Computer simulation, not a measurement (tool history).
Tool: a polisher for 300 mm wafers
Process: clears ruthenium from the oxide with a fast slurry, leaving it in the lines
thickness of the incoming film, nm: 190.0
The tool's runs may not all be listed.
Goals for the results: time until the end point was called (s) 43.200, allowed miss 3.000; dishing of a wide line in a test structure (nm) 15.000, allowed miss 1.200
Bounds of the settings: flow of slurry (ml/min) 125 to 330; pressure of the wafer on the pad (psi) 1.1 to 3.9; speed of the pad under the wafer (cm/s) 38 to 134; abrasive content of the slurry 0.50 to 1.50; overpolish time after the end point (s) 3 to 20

run    day  flow of slurry (ml/min)  pressure of the wafer on the pad (psi)  speed of the pad under the wafer (cm/s)  abrasive content of the slurry  overpolish time after the end point (s)  time until the end point was called (s)  dishing of a wide line in a test structure (nm)
  1  0.000                      210                                     2.5                                       86                            1.00                                       10                                   57.078                                           27.465
  2  0.079                      210                                     2.5                                       68                            1.00                                       10                                   71.904                                           21.497
  3  0.317                      210                                     2.6                                       66                            1.05                                        9                                   68.173                                           20.740
  4  0.633                      210                                     2.3                                       66                            1.05                                        9                                   77.128                                           18.989
  5  0.917                      235                                     2.3                                       66                            1.05                                        9                                   74.991                                           19.457
  6  1.092                      270                                     2.3                                       66                            1.05                                        9                                   74.377                                           19.785
  7  1.133                      210                                     3.0                                       70                            1.05                                        4                                   58.752                                           10.857
  8  1.358                      210                                     3.1                                       70                            1.05                                        4                                   57.601                                           10.994
     1.658  -- worn pad replaced by a new one
  9  1.658                      210                                     3.2                                       70                            1.05                                        4                                   51.724                                           12.755

Exercise: of the 5 proposed moves below, exactly one satisfies all targets within the stated allowed misses. Which move is it?
  A  1.958                      170                                     2.9                                       56                            1.05                                        5                                        ?                                                ?
  B  1.958                      190                                     3.5                                       80                            1.00                                        4                                        ?                                                ?
  C  1.958                      145                                     3.7                                       84                            1.05                                        3                                        ?                                                ?
  D  1.958                      185                                     3.2                                       74                            1.05                                        3                                        ?                                                ?
  E  1.958                      215                                     2.4                                       68                            0.90                                        6                                        ?                                                ?

move  time until the end point was called (s)  dishing of a wide line in a test structure (nm)
   A                                   71.030                                           12.030
   B                                   44.043                                           15.415
   C                                   41.426                                           12.368
   D                                   49.893                                           10.312
   E                                   69.528                                           14.670
A: misses by more than the last run did
B: each result inside its tolerance
C: corrects the largest miss of the last run, while another result sits out of spec
D: misses by more than the last run did
E: misses by more than the last run did
B is the move that brings every result within its allowed miss.
